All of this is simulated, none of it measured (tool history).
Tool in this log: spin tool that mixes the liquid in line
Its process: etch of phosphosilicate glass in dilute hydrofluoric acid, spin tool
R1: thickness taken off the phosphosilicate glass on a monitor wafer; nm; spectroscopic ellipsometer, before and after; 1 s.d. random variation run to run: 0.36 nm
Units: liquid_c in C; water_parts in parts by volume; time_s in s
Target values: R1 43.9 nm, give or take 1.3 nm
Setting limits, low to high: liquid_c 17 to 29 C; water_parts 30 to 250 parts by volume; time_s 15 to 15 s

run 1 day=0 | liquid_c=21 water_parts=140 time_s=15 | R1=14.504
run 2 day=0.142 | liquid_c=21 water_parts=110 time_s=15 | R1=18.703
run 3 day=0.267 | liquid_c=21 water_parts=75 time_s=15 | R1=28.839
run 4 day=0.342 | liquid_c=22 water_parts=75 time_s=15 | R1=30.361
run 5 day=0.462 | liquid_c=22 water_parts=115 time_s=15 | R1=18.833
run 6 day=0.729 | liquid_c=22 water_parts=85 time_s=15 | R1=26.189
run 7 day=0.946 | liquid_c=22 water_parts=85 time_s=15 | R1=26.185
run 8 day=1.221 | liquid_c=22 water_parts=85 time_s=15 | R1=26.146
run 9 day=1.258 | liquid_c=23 water_parts=80 time_s=15 | R1=29.215

4 next moves are on the table. One of them brings every result within its allowed miss. Which?
run A day=1.296 | liquid_c=25 water_parts=55 time_s=15 | R1=?
run B day=1.296 | liquid_c=24 water_parts=65 time_s=15 | R1=?
run C day=1.296 | liquid_c=24 water_parts=60 time_s=15 | R1=?
run D day=1.296 | liquid_c=20.5 water_parts=50 time_s=15 | R1=?

move=A R1=46.682
move=B R1=37.427
move=C R1=40.811
move=D R1=42.88
A: the result that was furthest off in the last run now lies on the other side of its target
B: moves toward the targets from the last run without getting all of them in spec
C: moves toward the targets from the last run without getting all of them in spec
D: every result within its allowed miss
Move D is the one to make.
